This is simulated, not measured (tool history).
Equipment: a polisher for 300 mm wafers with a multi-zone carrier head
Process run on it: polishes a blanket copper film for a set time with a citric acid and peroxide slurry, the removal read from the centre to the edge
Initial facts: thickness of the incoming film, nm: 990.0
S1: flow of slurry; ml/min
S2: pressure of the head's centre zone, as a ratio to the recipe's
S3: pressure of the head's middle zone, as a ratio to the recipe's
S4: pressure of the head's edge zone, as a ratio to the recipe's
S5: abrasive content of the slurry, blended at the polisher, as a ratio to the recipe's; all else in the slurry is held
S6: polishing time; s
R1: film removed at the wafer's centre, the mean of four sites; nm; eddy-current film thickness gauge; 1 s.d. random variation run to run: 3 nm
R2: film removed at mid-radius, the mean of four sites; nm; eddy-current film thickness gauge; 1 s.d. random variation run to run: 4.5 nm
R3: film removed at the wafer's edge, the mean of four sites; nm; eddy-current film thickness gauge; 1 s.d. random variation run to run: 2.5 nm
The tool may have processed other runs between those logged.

run	hour	S1	S2	S3	S4	S5	S6	R1	R2	R3
1	0	265	1	1	1	1	83	274.33	272.49	271.75
2	8.9	270	1.01	1.02	1	1.05	84	287.28	288.71	279.16
3	10.3	275	1.02	1.04	1.02	1.1	84	295.31	300.16	289.67
4	15.7	275	1.02	1.04	0.98	1.1	84	293.99	297.16	282.32
5	23.3	285	1.03	1.06	0.99	1.15	84	298.39	308.62	285
6	30.6	285	1.03	1.06	0.99	1.15	71	255.05	263.58	245.41
7	32.2	290	1.04	1.07	1	1.2	73	270.02	276.53	255.57

What will run 8 give?
8	37.4	345	1.06	1.17	1.08	1.45	91	?	?	?

{"run 8": {"R1": 372.11, "R2": 399.28, "R3": 354}}

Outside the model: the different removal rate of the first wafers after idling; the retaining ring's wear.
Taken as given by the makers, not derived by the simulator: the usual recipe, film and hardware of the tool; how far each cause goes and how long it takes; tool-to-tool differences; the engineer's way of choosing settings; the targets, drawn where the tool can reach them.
